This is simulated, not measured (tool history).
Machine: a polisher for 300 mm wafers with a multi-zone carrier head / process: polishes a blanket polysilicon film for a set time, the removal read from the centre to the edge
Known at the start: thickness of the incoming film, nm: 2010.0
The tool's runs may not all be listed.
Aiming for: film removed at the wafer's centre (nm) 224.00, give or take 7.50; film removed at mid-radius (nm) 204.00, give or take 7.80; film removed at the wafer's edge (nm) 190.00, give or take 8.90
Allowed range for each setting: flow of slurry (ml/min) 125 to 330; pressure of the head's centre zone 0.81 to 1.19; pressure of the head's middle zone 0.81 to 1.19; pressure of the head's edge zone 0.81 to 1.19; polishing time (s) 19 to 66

| run | hour | flow of slurry (ml/min) | pressure of the head's centre zone | pressure of the head's middle zone | pressure of the head's edge zone | polishing time (s) | film removed at the wafer's centre (nm) | film removed at mid-radius (nm) | film removed at the wafer's edge (nm) |
|---|---|---|---|---|---|---|---|---|---|
| 1 | 0.0 | 210 | 1.00 | 1.00 | 1.00 | 42 | 356.59 | 355.09 | 360.81 |
| 2 | 8.3 | 210 | 1.02 | 1.00 | 0.96 | 36 | 312.80 | 305.64 | 296.27 |
| 3 | 14.0 | 210 | 1.02 | 0.95 | 0.96 | 36 | 314.00 | 288.17 | 302.44 |
| 4 | 17.4 | 210 | 1.02 | 0.95 | 0.96 | 40 | 346.62 | 327.65 | 332.17 |
| 5 | 18.3 | 210 | 1.02 | 0.95 | 0.93 | 36 | 316.91 | 295.74 | 294.38 |
| 6 | 22.2 | 210 | 0.94 | 0.95 | 0.93 | 36 | 285.80 | 294.90 | 300.47 |
| 7 | 27.6 | 210 | 0.96 | 0.95 | 0.90 | 32 | 263.95 | 255.74 | 263.56 |
| 8 | 35.7 | 205 | 0.98 | 0.97 | 0.88 | 30 | 247.79 | 247.48 | 242.96 |
| 9 | 38.6 | 200 | 1.00 | 0.97 | 0.86 | 29 | 243.61 | 232.69 | 230.53 |
| 10 | 43.4 | 190 | 1.02 | 0.98 | 0.85 | 28 | 244.14 | 229.63 | 226.72 |
| 11 | 51.6 | 200 | 1.03 | 0.99 | 0.84 | 27 | 236.47 | 224.16 | 217.94 |

Pick the move, out of 4, that brings all results within their allowed miss; only one does.
| A | 59.8 | 135 | 0.81 | 0.82 | 1.10 | 35 | ? | ? | ? |
| B | 59.8 | 170 | 1.11 | 1.01 | 0.82 | 25 | ? | ? | ? |
| C | 59.8 | 240 | 1.18 | 1.19 | 0.81 | 24 | ? | ? | ? |
| D | 59.8 | 265 | 1.14 | 1.03 | 0.83 | 24 | ? | ? | ? |

| move | film removed at the wafer's centre (nm) | film removed at mid-radius (nm) | film removed at the wafer's edge (nm) |
|---|---|---|---|
| A | 216.25 | 231.30 | 284.93 |
| B | 225.35 | 206.65 | 187.73 |
| C | 245.02 | 241.11 | 186.45 |
| D | 239.61 | 215.69 | 190.24 |
A: misses by more than the last run did
B: each result inside its tolerance
C: brings the result that was furthest off to its target, and leaves another outside
D: brings the result that was furthest off to its target, and leaves another outside
Answer: B
